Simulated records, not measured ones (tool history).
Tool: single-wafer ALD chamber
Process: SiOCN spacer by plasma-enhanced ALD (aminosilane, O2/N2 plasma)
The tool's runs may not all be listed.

run	day	heater temperature setpoint (K)	number of ALD cycles (cycles)	mean film thickness on the monitor wafer (Å)
1	0.000	663.15	104	70.679
2	0.350	663.15	112	75.580
3	0.517	663.15	120	81.484
4	0.621	663.15	113	76.317
5	0.800	663.15	108	73.035
6	0.988	663.15	99	67.001

Forecast run 7:
7	1.071	663.15	98	?

Run 7 gave mean film thickness on the monitor wafer (Å) 66.235.
